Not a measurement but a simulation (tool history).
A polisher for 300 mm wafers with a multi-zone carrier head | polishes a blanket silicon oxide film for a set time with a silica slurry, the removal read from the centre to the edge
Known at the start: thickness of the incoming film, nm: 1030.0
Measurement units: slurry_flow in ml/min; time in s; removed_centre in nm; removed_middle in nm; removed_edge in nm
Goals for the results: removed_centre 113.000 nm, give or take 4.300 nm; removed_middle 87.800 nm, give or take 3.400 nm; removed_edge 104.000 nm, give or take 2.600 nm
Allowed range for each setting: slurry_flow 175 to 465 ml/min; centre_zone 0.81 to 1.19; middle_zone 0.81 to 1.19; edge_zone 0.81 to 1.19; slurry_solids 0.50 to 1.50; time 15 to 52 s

run  hour  slurry_flow  centre_zone  middle_zone  edge_zone  slurry_solids  time  removed_centre  removed_middle  removed_edge
  1   0.0          295         1.00         1.00       1.00           1.00    33          92.774          91.564        93.202
  2   6.7          295         1.00         1.00       0.94           1.00    33          91.761          92.997        89.202
  3   8.7          295         1.00         1.00       0.98           1.00    33          90.605          93.230        92.359
  4  14.4          310         1.05         0.97       1.02           1.00    33          97.170          90.366        93.054
  5  22.6          310         1.05         0.97       1.02           1.00    37         107.980         101.450       104.260
  6  29.7          305         1.07         0.92       1.04           1.00    37         110.030          96.427       105.700
  7  37.3          300         1.08         0.89       1.04           1.00    37         112.310          95.080       105.290
  8  39.1          295         1.09         0.86       1.04           1.00    37         113.730          90.173       105.520

Which single option among these 5 for the next run brings every result within its allowed miss of target? Just one does.
  A  40.9          275         1.07         0.84       1.05           1.05    37               ?               ?             ?
  B  40.9          320         1.07         0.89       1.00           1.10    36               ?               ?             ?
  C  40.9          275         1.10         0.82       1.02           0.95    38               ?               ?             ?
  D  40.9          310         1.04         0.86       0.93           0.85    44               ?               ?             ?
  E  40.9          395         1.04         0.82       1.06           1.00    37               ?               ?             ?

move  removed_centre  removed_middle  removed_edge
   A         112.980          92.566       106.970
   B         114.880          98.521       105.810
   C         112.420          87.829       102.270
   D         116.010          99.599       106.870
   E         110.900          91.386       107.290
A: misses by more than the last run did
B: misses by more than the last run did
C: each result inside its tolerance
D: misses by more than the last run did
E: misses by more than the last run did
The right move is C.

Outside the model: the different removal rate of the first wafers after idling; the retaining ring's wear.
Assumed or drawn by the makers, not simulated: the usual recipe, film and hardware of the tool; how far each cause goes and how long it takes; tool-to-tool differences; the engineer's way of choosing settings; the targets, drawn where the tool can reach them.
